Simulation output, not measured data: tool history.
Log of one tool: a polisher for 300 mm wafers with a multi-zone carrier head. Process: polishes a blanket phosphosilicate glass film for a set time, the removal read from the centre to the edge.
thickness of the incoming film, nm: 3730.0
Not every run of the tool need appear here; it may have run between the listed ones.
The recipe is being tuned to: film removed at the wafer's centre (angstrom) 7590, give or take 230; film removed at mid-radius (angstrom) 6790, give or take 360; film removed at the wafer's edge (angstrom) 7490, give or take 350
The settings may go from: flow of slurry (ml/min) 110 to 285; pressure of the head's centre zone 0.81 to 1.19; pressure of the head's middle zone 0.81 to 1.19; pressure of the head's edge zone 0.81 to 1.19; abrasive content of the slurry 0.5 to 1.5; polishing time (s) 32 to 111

run    day  flow of slurry (ml/min)  pressure of the head's centre zone  pressure of the head's middle zone  pressure of the head's edge zone  abrasive content of the slurry  polishing time (s)  film removed at the wafer's centre (angstrom)  film removed at mid-radius (angstrom)  film removed at the wafer's edge (angstrom)
  1      0                      180                                   1                                   1                                 1                               1                  71                                         8982.1                                 9062.4                                       9343.5
  2  0.225                      180                                   1                                0.99                              0.99                            0.95                  71                                         8779.6                                 8819.2                                       8958.5
  3  0.346                      175                                   1                                0.97                              0.98                            0.95                  71                                         8703.7                                 8822.5                                       9031.6
  4  0.625                      175                                1.01                                0.96                              0.99                             0.9                  71                                         8618.1                                 8379.7                                       8587.2
  5  0.733                      175                                1.01                                0.96                              0.99                             0.9                  86                                          10270                                  10003                                        10626
  6  0.971                      175                                1.01                                0.95                              0.99                            0.85                  85                                          10020                                 9403.6                                        10271
  7  1.183                      175                                1.01                                0.95                              0.99                            0.85                  85                                         9931.6                                 9777.6                                       9898.5
  8  1.208                      170                                1.01                                0.94                              1.01                             0.8                  84                                         9360.4                                 9034.8                                       9436.3
  9  1.358                      145                                   1                                0.84                              0.93                            0.55                  83                                         6861.7                                 6219.6                                       7045.2
 10  1.392                      150                                   1                                0.84                              0.93                            0.55                  83                                         6898.2                                 6379.6                                       6862.2
 11  1.675                      150                                   1                                0.84                              0.94                            0.55                  83                                         7008.2                                   6044                                       6900.7
 12  1.962                      155                                   1                                0.85                              0.94                            0.55                  83                                         6915.2                                 6396.8                                       7054.2
 13  2.029                      160                                   1                                0.85                              0.94                            0.55                  83                                         6862.4                                   6452                                       7007.1
 14  2.104                      160                                   1                                0.85                              0.95                            0.55                  83                                         6937.8                                 6136.9                                       7220.6
 15  2.383                      160                                1.01                                0.86                              0.95                            0.55                  83                                           6982                                 6287.4                                       7111.6

Exactly one of the 5 candidate moves below puts every result within its allowed miss. Which one?
  A  2.662                      125                                1.03                                0.85                              0.93                            0.55                  91                                              ?                                      ?                                            ?
  B  2.662                      110                                0.91                                0.96                              0.82                             0.7                  81                                              ?                                      ?                                            ?
  C  2.662                      110                                1.08                                 0.9                              0.81                             0.7                  73                                              ?                                      ?                                            ?
  D  2.662                      175                                1.07                                0.87                              0.98                             0.5                  85                                              ?                                      ?                                            ?
  E  2.662                      145                                0.99                                0.89                              0.86                             0.6                  80                                              ?                                      ?                                            ?

move  film removed at the wafer's centre (angstrom)  film removed at mid-radius (angstrom)  film removed at the wafer's edge (angstrom)
   A                                         7589.8                                 6896.6                                       7400.4
   B                                         7023.9                                 7854.9                                       7365.3
   C                                         7520.1                                 6774.4                                       6606.7
   D                                           7099                                   6269                                       6718.5
   E                                           7011                                 6817.3                                       6809.8
A: in spec on every target
B: moves away from the targets compared with the last run
C: the worst result of the last run now meets its target, but another is out of spec
D: moves toward the targets from the last run without getting all of them in spec
E: no better and no worse than the last run
A is the move that brings every result within its allowed miss.

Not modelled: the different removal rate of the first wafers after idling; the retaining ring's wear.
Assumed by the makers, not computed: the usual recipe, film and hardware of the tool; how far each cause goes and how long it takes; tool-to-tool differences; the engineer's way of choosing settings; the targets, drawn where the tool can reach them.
